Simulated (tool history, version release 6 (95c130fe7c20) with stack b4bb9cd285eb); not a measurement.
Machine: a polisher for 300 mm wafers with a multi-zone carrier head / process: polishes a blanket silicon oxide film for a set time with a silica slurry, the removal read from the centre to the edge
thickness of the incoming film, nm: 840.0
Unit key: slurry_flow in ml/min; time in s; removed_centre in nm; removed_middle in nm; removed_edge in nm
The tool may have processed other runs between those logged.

run	hour	slurry_flow	centre_zone	middle_zone	edge_zone	slurry_solids	time	removed_centre	removed_middle	removed_edge
1	0.0	155	1.00	1.00	1.00	1.00	72	284.72	276.89	280.38
2	7.3	155	0.95	1.00	1.00	1.00	72	263.53	284.54	281.37
3	13.9	155	1.03	1.00	1.00	1.00	72	291.31	281.37	279.45
4	16.0	155	1.03	1.00	1.00	1.00	80	325.55	311.63	310.50
5	23.9	145	0.97	0.98	0.98	0.85	77	262.51	267.93	269.54
6	28.7	135	0.93	0.96	0.96	0.75	77	226.68	238.13	242.61
7	30.5	125	0.89	0.94	0.94	0.70	77	205.83	224.19	231.15

For run 8, what comes out?
8	36.5	120	0.87	0.93	0.92	0.70	77	?	?	?

removed_centre: 200.12 nm
removed_middle: 217.24 nm
removed_edge: 222.06 nm
